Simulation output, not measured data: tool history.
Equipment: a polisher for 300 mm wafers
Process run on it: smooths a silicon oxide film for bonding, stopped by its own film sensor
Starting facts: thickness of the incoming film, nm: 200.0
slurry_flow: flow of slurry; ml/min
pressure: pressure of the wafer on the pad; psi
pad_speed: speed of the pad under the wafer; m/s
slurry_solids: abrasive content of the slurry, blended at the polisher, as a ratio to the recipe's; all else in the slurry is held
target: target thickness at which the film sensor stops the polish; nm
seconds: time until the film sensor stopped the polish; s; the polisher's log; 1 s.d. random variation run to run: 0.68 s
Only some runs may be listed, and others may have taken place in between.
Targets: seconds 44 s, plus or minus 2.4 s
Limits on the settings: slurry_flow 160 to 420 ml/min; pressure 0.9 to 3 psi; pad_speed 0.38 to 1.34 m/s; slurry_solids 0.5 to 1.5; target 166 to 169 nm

| run | hour | slurry_flow | pressure | pad_speed | slurry_solids | target | seconds |
|---|---|---|---|---|---|---|---|
| 1 | 0 | 270 | 1.9 | 0.86 | 1 | 166 | 58.28 |
| 2 | 4.7 | 270 | 2 | 0.86 | 1 | 166 | 57.008 |
| 3 | 7.4 | 270 | 2.1 | 0.86 | 1 | 166 | 56.248 |
| 4 | 15.9 | 270 | 2.1 | 0.86 | 0.85 | 166 | 59.987 |
| 5 | 23.3 | 270 | 2.2 | 0.86 | 0.85 | 166 | 57.767 |
| 6 | 30.1 | 270 | 2.2 | 0.76 | 0.85 | 166 | 65.671 |
| 7 | 32.7 | 270 | 2.8 | 0.8 | 0.85 | 166 | 51.758 |
| 8 | 40.1 | 270 | 2.8 | 0.82 | 0.85 | 166 | 49.23 |
| 9 | 45.2 | 270 | 2.8 | 0.82 | 0.85 | 166 | 49.4 |
| 10 | 53.5 | 270 | 2.9 | 0.84 | 0.85 | 166 | 47.602 |

Exactly one of the 4 candidate moves below puts every result within its allowed miss. Which one?
| A | 61.8 | 290 | 2.7 | 0.74 | 0.95 | 168 | ? |
| B | 61.8 | 295 | 2.7 | 0.9 | 0.75 | 166 | ? |
| C | 61.8 | 275 | 2.7 | 0.88 | 0.85 | 169 | ? |
| D | 61.8 | 240 | 2.7 | 0.82 | 0.85 | 166 | ? |

| move | seconds |
|---|---|
| A | 50.788 |
| B | 51.176 |
| C | 45.204 |
| D | 53.291 |
A: lands further from the targets than the last run did
B: lands further from the targets than the last run did
C: all results land within tolerance of their targets
D: lands further from the targets than the last run did
So the answer is move C, the one that meets all the targets.
